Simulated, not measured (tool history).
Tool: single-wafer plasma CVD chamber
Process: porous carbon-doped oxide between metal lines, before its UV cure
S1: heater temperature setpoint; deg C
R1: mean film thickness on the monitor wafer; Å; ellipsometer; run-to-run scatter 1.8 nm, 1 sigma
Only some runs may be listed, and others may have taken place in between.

run 1 hour=0.0 | S1=315 RF_power_(W)=550 deposition_time_(s)=51.8 | R1=2825.2
run 2 hour=5.6 | S1=315 RF_power_(W)=610 deposition_time_(s)=51.8 | R1=3021.1
run 3 hour=13.8 | S1=311 RF_power_(W)=620 deposition_time_(s)=51.9 | R1=3163.9
run 4 hour=16.3 | S1=321 RF_power_(W)=620 deposition_time_(s)=51.9 | R1=2956.5
run 5 hour=18.8 | S1=315 RF_power_(W)=620 deposition_time_(s)=51.9 | R1=3087.7
run 6 hour=27.0 | S1=311 RF_power_(W)=625 deposition_time_(s)=51.9 | R1=3191.8
run 7 hour=28.0 | S1=308 RF_power_(W)=630 deposition_time_(s)=51.9 | R1=3235.1

Expected results for the next run?
run 8 hour=33.0 | S1=308 RF_power_(W)=630 deposition_time_(s)=51.9 | R1=?

Run 8 gave R1 3247.6 Å.
